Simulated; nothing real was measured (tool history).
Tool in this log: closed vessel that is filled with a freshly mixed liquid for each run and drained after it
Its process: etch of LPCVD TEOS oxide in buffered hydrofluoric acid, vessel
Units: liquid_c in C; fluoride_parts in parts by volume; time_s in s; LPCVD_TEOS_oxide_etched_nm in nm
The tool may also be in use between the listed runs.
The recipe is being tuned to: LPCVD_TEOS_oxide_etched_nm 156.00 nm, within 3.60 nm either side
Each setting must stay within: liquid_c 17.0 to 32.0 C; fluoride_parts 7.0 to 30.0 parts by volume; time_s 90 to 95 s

run,hour,liquid_c,fluoride_parts,time_s,LPCVD_TEOS_oxide_etched_nm
1,0.0,25.0,19.0,90,124.15
2,8.0,25.0,19.0,90,123.77
3,10.1,26.0,19.0,90,133.06
4,18.9,26.0,24.5,90,110.36
5,20.1,27.0,24.5,90,118.04
6,29.2,24.5,24.5,90,101.34
7,33.0,26.0,24.5,90,111.58
8,41.7,27.0,24.5,90,117.52
9,48.7,27.0,24.5,90,116.13
10,50.2,28.0,24.5,90,122.44
11,54.2,29.0,24.5,90,129.05
12,56.5,29.5,24.5,90,132.20
13,60.5,30.0,24.5,90,136.56

Which single option among these 5 for the next run brings every result within its allowed miss of target? Just one does.
A,64.5,30.5,25.5,95,?
B,64.5,32.0,25.5,90,?
C,64.5,29.0,19.0,95,?
D,64.5,30.0,20.5,95,?
E,64.5,31.0,22.0,90,?

move,LPCVD_TEOS_oxide_etched_nm
A,145.79
B,149.49
C,164.62
D,164.79
E,156.82
A: an improvement on the last run, though not all results are within tolerance
B: an improvement on the last run, though not all results are within tolerance
C: pushes the last run's worst result past its target
D: pushes the last run's worst result past its target
E: all results land within tolerance of their targets
E meets every target.
